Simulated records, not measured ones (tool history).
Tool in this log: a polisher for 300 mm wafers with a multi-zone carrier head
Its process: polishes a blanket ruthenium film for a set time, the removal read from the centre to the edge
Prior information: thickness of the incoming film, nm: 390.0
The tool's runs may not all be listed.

| run | hour | flow of slurry (ml/min) | pressure of the head's centre zone | pressure of the head's middle zone | pressure of the head's edge zone | polishing time (s) | film removed at the wafer's centre (Å) | film removed at mid-radius (Å) | film removed at the wafer's edge (Å) |
|---|---|---|---|---|---|---|---|---|---|
| 1 | 0.0 | 175 | 1.00 | 1.00 | 1.00 | 35 | 358.39 | 361.37 | 375.61 |
| 2 | 6.5 | 175 | 1.00 | 1.00 | 1.00 | 30 | 312.52 | 324.70 | 307.75 |
| 3 | 13.2 | 175 | 1.00 | 0.93 | 1.00 | 30 | 312.46 | 301.83 | 316.03 |
| 4 | 13.7 | 175 | 1.00 | 0.93 | 1.00 | 24 | 251.70 | 241.45 | 250.40 |
| 5 | 14.3 | 175 | 1.08 | 0.93 | 1.00 | 24 | 269.39 | 242.41 | 254.15 |
| 6 | 18.2 | 185 | 1.07 | 0.95 | 1.01 | 24 | 267.58 | 249.93 | 247.96 |

The next listed run, before its measurement:
| 7 | 23.4 | 185 | 1.06 | 0.96 | 1.01 | 25 | ? | ? | ? |

film removed at the wafer's centre (Å): 273.98
film removed at mid-radius (Å): 263.09
film removed at the wafer's edge (Å): 265.82
